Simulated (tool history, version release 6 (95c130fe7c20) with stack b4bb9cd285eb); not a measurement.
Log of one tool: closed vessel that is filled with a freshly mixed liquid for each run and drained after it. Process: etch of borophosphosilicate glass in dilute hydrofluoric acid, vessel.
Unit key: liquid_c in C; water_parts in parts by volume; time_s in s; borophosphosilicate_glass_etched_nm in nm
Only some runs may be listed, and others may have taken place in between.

run  hour  liquid_c  water_parts  time_s  borophosphosilicate_glass_etched_nm
  1   0.0      22.0          295     240                              20.0210
  2   5.3      19.5          295     240                              18.2720
  3   7.0      19.5          305     240                              17.4120
  4  14.5      19.5          390     240                              12.8050
  5  16.9      18.0          400     240                              11.7510
  6  25.2      18.0          505     240                               8.5306
  7  27.2      18.5          505     240                               8.6972

Expected results for the next run?
  8  33.6      19.0          505     240                                    ?

Run 8 produced borophosphosilicate_glass_etched_nm 8.8136 nm.

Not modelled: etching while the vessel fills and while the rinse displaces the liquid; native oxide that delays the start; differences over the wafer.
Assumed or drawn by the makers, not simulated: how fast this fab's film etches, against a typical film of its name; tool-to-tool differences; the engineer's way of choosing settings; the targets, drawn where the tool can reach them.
